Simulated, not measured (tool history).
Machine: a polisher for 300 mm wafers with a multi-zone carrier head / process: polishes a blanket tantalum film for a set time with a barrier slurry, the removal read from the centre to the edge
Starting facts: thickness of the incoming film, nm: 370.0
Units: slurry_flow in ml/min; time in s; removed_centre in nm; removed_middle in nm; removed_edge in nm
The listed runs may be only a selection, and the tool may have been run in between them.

{"run": 1, "day": 0.0, "slurry_flow": 265, "centre_zone": 1.0, "middle_zone": 1.0, "edge_zone": 1.0, "slurry_solids": 1.0, "time": 58, "removed_centre": 64.071, "removed_middle": 62.554, "removed_edge": 64.68}
{"run": 2, "day": 0.038, "slurry_flow": 255, "centre_zone": 1.01, "middle_zone": 0.98, "edge_zone": 0.95, "slurry_solids": 0.95, "time": 58, "removed_centre": 65.254, "removed_middle": 61.736, "removed_edge": 62.529}
{"run": 3, "day": 0.075, "slurry_flow": 255, "centre_zone": 1.01, "middle_zone": 0.94, "edge_zone": 0.95, "slurry_solids": 0.95, "time": 58, "removed_centre": 63.599, "removed_middle": 59.624, "removed_edge": 63.164}
{"run": 4, "day": 0.146, "slurry_flow": 250, "centre_zone": 1.02, "middle_zone": 0.93, "edge_zone": 0.92, "slurry_solids": 0.85, "time": 58, "removed_centre": 62.735, "removed_middle": 57.788, "removed_edge": 60.371}
{"run": 5, "day": 0.321, "slurry_flow": 250, "centre_zone": 1.02, "middle_zone": 0.93, "edge_zone": 0.92, "slurry_solids": 0.85, "time": 47, "removed_centre": 51.156, "removed_middle": 46.503, "removed_edge": 48.946}
{"run": 6, "day": 0.662, "slurry_flow": 265, "centre_zone": 1.04, "middle_zone": 0.96, "edge_zone": 0.96, "slurry_solids": 0.9, "time": 47, "removed_centre": 52.583, "removed_middle": 48.296, "removed_edge": 50.824}
{"run": 7, "day": 0.7, "slurry_flow": 275, "centre_zone": 1.07, "middle_zone": 0.99, "edge_zone": 0.98, "slurry_solids": 0.95, "time": 47, "removed_centre": 54.916, "removed_middle": 50.03, "removed_edge": 51.88}

Estimate the outcome of run 8 from the log above:
{"run": 8, "day": 0.808, "slurry_flow": 285, "centre_zone": 1.09, "middle_zone": 1.01, "edge_zone": 0.99, "slurry_solids": 1.0, "time": 47, "removed_centre": "?", "removed_middle": "?", "removed_edge": "?"}

{"run 8": {"removed_centre": 57.254, "removed_middle": 52.228, "removed_edge": 52.868}}
